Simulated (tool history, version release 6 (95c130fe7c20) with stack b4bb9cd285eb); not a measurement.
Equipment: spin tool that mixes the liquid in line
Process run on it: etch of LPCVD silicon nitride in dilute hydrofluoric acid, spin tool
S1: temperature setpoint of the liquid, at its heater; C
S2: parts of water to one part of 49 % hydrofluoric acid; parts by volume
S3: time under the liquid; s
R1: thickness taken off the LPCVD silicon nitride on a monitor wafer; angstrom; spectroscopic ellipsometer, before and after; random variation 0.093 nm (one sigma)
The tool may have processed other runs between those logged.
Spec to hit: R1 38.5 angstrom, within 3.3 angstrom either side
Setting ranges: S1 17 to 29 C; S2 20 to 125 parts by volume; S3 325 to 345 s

run 1 hour=0 | S1=21 S2=70 S3=325 | R1=17.978
run 2 hour=6.2 | S1=22 S2=65 S3=325 | R1=20.262
run 3 hour=14.6 | S1=22 S2=50 S3=325 | R1=26.238
run 4 hour=19.3 | S1=22 S2=65 S3=325 | R1=20.189
run 5 hour=27 | S1=22 S2=65 S3=345 | R1=20.392
run 6 hour=32.3 | S1=22 S2=85 S3=345 | R1=16.935
run 7 hour=38.6 | S1=23 S2=80 S3=345 | R1=17.956
run 8 hour=43.5 | S1=23.5 S2=70 S3=345 | R1=21.779
run 9 hour=47.1 | S1=24 S2=65 S3=345 | R1=24.115
run 10 hour=52.5 | S1=24.5 S2=60 S3=345 | R1=26.935
run 11 hour=54.8 | S1=25 S2=60 S3=345 | R1=28.622
run 12 hour=59.3 | S1=25.5 S2=60 S3=345 | R1=29.66
run 13 hour=61.1 | S1=26 S2=60 S3=345 | R1=30.324
run 14 hour=63.5 | S1=29 S2=50 S3=345 | R1=44.883
run 15 hour=66.2 | S1=29 S2=50 S3=345 | R1=43.807
run 16 hour=68.8 | S1=28.5 S2=50 S3=345 | R1=44.678

Exactly one of the 5 candidate moves below puts every result within its allowed miss. Which one?
run A hour=71.4 | S1=29 S2=45 S3=345 | R1=?
run B hour=71.4 | S1=29 S2=40 S3=345 | R1=?
run C hour=71.4 | S1=26 S2=35 S3=330 | R1=?
run D hour=71.4 | S1=27 S2=35 S3=345 | R1=?
run E hour=71.4 | S1=28.5 S2=55 S3=335 | R1=?

move=A R1=49.949
move=B R1=56.081
move=C R1=50.117
move=D R1=56.011
move=E R1=38.513
A: lands further from the targets than the last run did
B: lands further from the targets than the last run did
C: lands further from the targets than the last run did
D: lands further from the targets than the last run did
E: in spec on every target
E meets every target.
